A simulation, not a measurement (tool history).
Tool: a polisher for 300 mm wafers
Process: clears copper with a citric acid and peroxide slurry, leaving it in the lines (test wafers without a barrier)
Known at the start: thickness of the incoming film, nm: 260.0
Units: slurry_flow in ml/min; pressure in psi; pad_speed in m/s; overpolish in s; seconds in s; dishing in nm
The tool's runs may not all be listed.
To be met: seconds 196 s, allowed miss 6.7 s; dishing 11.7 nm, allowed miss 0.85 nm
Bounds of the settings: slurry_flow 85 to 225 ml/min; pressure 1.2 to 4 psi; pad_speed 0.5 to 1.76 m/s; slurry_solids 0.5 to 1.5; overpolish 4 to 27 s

Run 1, hour 0: slurry_flow 145 ml/min, pressure 2.6 psi, pad_speed 1.12 m/s, slurry_solids 1, overpolish 14 s. Result: seconds 121.25 s, dishing 13.547 nm.
Run 2, hour 1.3: slurry_flow 145 ml/min, pressure 2.6 psi, pad_speed 1.12 m/s, slurry_solids 1.1, overpolish 14 s. Result: seconds 120.91 s, dishing 14.722 nm.
Run 3, hour 6.3: slurry_flow 140 ml/min, pressure 2.2 psi, pad_speed 1.12 m/s, slurry_solids 1.1, overpolish 14 s. Result: seconds 142.56 s, dishing 12.902 nm.
Run 4, hour 8.6: slurry_flow 135 ml/min, pressure 1.9 psi, pad_speed 1.12 m/s, slurry_solids 1.1, overpolish 15 s. Result: seconds 166.46 s, dishing 11.88 nm.
Run 5, hour 15.8: slurry_flow 170 ml/min, pressure 1.9 psi, pad_speed 1.12 m/s, slurry_solids 1.1, overpolish 15 s. Result: seconds 158.11 s, dishing 12.366 nm.
Run 6, hour 24.2: slurry_flow 160 ml/min, pressure 1.8 psi, pad_speed 1.12 m/s, slurry_solids 1.1, overpolish 16 s. Result: seconds 165.73 s, dishing 12.23 nm.
Run 7, hour 29.7: slurry_flow 150 ml/min, pressure 1.7 psi, pad_speed 1.12 m/s, slurry_solids 1.1, overpolish 17 s. Result: seconds 182.58 s, dishing 12.249 nm.
Run 8, hour 30.4: slurry_flow 145 ml/min, pressure 1.7 psi, pad_speed 1.12 m/s, slurry_solids 1.1, overpolish 17 s. Result: seconds 181.05 s, dishing 12.098 nm.
Run 9, hour 31.7: slurry_flow 140 ml/min, pressure 1.5 psi, pad_speed 1.12 m/s, slurry_solids 1.1, overpolish 17 s. Result: seconds 207.59 s, dishing 11.317 nm.
Run 10, hour 40.4: slurry_flow 145 ml/min, pressure 1.5 psi, pad_speed 1.12 m/s, slurry_solids 1.1, overpolish 17 s. Result: seconds 206.23 s, dishing 11.161 nm.
Run 11, hour 44.6: slurry_flow 150 ml/min, pressure 1.5 psi, pad_speed 1.12 m/s, slurry_solids 1.1, overpolish 17 s. Result: seconds 209.08 s, dishing 11.422 nm.
Run 12, hour 47.1: slurry_flow 155 ml/min, pressure 1.5 psi, pad_speed 1.12 m/s, slurry_solids 1.1, overpolish 17 s. Result: seconds 203.08 s, dishing 11.457 nm.

Which of these 4 next moves meets every target?
Run A, hour 49.6: slurry_flow 155 ml/min, pressure 1.5 psi, pad_speed 1.12 m/s, slurry_solids 1, overpolish 24 s. Result: seconds ?, dishing ?.
Run B, hour 49.6: slurry_flow 155 ml/min, pressure 1.7 psi, pad_speed 1.12 m/s, slurry_solids 1.15, overpolish 21 s. Result: seconds ?, dishing ?.
Run C, hour 49.6: slurry_flow 175 ml/min, pressure 2 psi, pad_speed 0.78 m/s, slurry_solids 1.05, overpolish 18 s. Result: seconds ?, dishing ?.
Run D, hour 49.6: slurry_flow 200 ml/min, pressure 1.7 psi, pad_speed 0.98 m/s, slurry_solids 1.2, overpolish 17 s. Result: seconds ?, dishing ?.

move  seconds  dishing
   A   206.07   13.538
   B   177.97   13.697
   C   215.15   11.187
   D   193.29   11.491
A: further off than the last run
B: takes the result that was furthest off past its target
C: further off than the last run
D: meets every target
The right move is D.

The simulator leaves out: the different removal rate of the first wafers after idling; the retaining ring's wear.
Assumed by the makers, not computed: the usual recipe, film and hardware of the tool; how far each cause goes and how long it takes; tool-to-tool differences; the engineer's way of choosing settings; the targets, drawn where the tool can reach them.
